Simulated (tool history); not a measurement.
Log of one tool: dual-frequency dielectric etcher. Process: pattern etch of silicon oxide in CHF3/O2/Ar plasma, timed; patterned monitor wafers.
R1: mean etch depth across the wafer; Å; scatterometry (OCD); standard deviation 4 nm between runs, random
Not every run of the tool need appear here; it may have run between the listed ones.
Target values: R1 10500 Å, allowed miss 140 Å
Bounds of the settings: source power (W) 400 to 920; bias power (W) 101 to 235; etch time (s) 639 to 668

{"run": 1, "hour": 0.0, "source power (W)": 660, "bias power (W)": 168, "etch time (s)": 639, "R1": 12544}
{"run": 2, "hour": 1.8, "source power (W)": 590, "bias power (W)": 162, "etch time (s)": 639, "R1": 11951}
{"run": 3, "hour": 5.2, "source power (W)": 590, "bias power (W)": 148, "etch time (s)": 639, "R1": 11634}
{"run": 4, "hour": 6.6, "source power (W)": 540, "bias power (W)": 146, "etch time (s)": 639, "R1": 11315}
{"run": 5, "hour": 10.1, "source power (W)": 540, "bias power (W)": 169, "etch time (s)": 639, "R1": 11801}
{"run": 6, "hour": 17.7, "source power (W)": 590, "bias power (W)": 169, "etch time (s)": 639, "R1": 12181}
{"run": 7, "hour": 18.7, "source power (W)": 540, "bias power (W)": 161, "etch time (s)": 639, "R1": 11683}
{"run": 8, "hour": 22.9, "source power (W)": 500, "bias power (W)": 154, "etch time (s)": 639, "R1": 11371}
{"run": 9, "hour": 25.4, "source power (W)": 400, "bias power (W)": 130, "etch time (s)": 639, "R1": 10138}
{"run": 10, "hour": 33.3, "source power (W)": 420, "bias power (W)": 131, "etch time (s)": 639, "R1": 10281}
{"run": 11, "hour": 36.5, "source power (W)": 430, "bias power (W)": 131, "etch time (s)": 639, "R1": 10244}
{"run": 12, "hour": 37.4, "source power (W)": 440, "bias power (W)": 131, "etch time (s)": 639, "R1": 10359}
{"run": 13, "hour": 40.4, "source power (W)": 440, "bias power (W)": 131, "etch time (s)": 639, "R1": 10291}

Which single option among these 5 for the next run brings every result within its allowed miss of target? Just one does.
{"run": "A", "hour": 43.4, "source power (W)": 400, "bias power (W)": 127, "etch time (s)": 642, "R1": "?"}
{"run": "B", "hour": 43.4, "source power (W)": 410, "bias power (W)": 148, "etch time (s)": 648, "R1": "?"}
{"run": "C", "hour": 43.4, "source power (W)": 500, "bias power (W)": 123, "etch time (s)": 642.5, "R1": "?"}
{"run": "D", "hour": 43.4, "source power (W)": 420, "bias power (W)": 122, "etch time (s)": 647, "R1": "?"}
{"run": "E", "hour": 43.4, "source power (W)": 400, "bias power (W)": 139, "etch time (s)": 668, "R1": "?"}

move=A R1=10046
move=B R1=10710
move=C R1=10538
move=D R1=10120
move=E R1=10755
A: moves away from the targets compared with the last run
B: the result that was furthest off in the last run now lies on the other side of its target
C: every result lands within tolerance
D: moves away from the targets compared with the last run
E: the result that was furthest off in the last run now lies on the other side of its target
The right move is C.
